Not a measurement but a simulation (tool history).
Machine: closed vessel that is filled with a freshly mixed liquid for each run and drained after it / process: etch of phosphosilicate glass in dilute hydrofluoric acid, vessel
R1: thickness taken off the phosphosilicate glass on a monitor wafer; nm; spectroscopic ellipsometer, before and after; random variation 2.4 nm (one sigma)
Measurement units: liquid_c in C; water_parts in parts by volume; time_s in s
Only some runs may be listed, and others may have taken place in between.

Run 1, hour 0: liquid_c 23 C, water_parts 60 parts by volume, time_s 105 s. Result: R1 325.71 nm.
Run 2, hour 4.4: liquid_c 20.5 C, water_parts 60 parts by volume, time_s 105 s. Result: R1 293.06 nm.
Run 3, hour 6.8: liquid_c 20.5 C, water_parts 60 parts by volume, time_s 110 s. Result: R1 307.63 nm.
Run 4, hour 10.4: liquid_c 20.5 C, water_parts 60 parts by volume, time_s 105 s. Result: R1 294.43 nm.
Run 5, hour 17.1: liquid_c 20.5 C, water_parts 60 parts by volume, time_s 105 s. Result: R1 294.71 nm.
Run 6, hour 20.9: liquid_c 18.5 C, water_parts 60 parts by volume, time_s 105 s. Result: R1 268.86 nm.
Run 7, hour 28.7: liquid_c 18.5 C, water_parts 60 parts by volume, time_s 105 s. Result: R1 269.32 nm.
Run 8, hour 32.8: liquid_c 22.5 C, water_parts 35 parts by volume, time_s 105 s. Result: R1 565.22 nm.
Run 9, hour 33.9: liquid_c 26.5 C, water_parts 35 parts by volume, time_s 105 s. Result: R1 668.3 nm.

Predict the results of run 10:
Run 10, hour 39.2: liquid_c 27.5 C, water_parts 35 parts by volume, time_s 105 s. Result: R1 ?.

R1: 693.33 nm
